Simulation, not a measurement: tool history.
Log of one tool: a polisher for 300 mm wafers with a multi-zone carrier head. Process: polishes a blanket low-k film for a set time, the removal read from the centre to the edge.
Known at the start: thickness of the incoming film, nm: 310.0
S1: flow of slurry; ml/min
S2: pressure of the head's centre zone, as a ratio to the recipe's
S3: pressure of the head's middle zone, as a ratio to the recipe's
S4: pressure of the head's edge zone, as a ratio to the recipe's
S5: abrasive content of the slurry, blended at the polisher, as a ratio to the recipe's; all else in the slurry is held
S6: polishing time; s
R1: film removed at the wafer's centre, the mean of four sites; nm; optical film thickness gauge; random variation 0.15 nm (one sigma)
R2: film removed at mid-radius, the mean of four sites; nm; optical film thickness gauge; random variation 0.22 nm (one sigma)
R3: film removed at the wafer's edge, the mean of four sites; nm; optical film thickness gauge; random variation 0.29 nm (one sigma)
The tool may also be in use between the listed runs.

| run | hour | S1 | S2 | S3 | S4 | S5 | S6 | R1 | R2 | R3 |
|---|---|---|---|---|---|---|---|---|---|---|
| 1 | 0 | 310 | 1 | 1 | 1 | 1 | 69 | 21.399 | 21.797 | 21.323 |
| 2 | 6.8 | 305 | 0.98 | 0.98 | 0.99 | 1 | 69 | 20.843 | 21.43 | 20.706 |
| 3 | 12.8 | 350 | 0.98 | 0.98 | 0.99 | 1 | 69 | 21.255 | 21.807 | 21.655 |
| 4 | 14.6 | 395 | 0.98 | 0.98 | 0.99 | 1 | 69 | 21.781 | 22.073 | 21.24 |
| 5 | 17.4 | 395 | 0.98 | 0.98 | 0.99 | 1 | 85 | 25.881 | 27.343 | 26.761 |
| 6 | 26 | 395 | 0.98 | 1.03 | 0.99 | 1 | 85 | 26.712 | 27.361 | 26.59 |
| 7 | 30.6 | 395 | 0.98 | 1.01 | 1 | 0.9 | 83 | 24.377 | 25.62 | 24.813 |

The next listed run, before its measurement:
| 8 | 37.2 | 400 | 0.99 | 0.98 | 1.01 | 0.8 | 82 | ? | ? | ? |

Run 8 gave R1 21.989 nm, R2 22.481 nm, R3 22.211 nm.
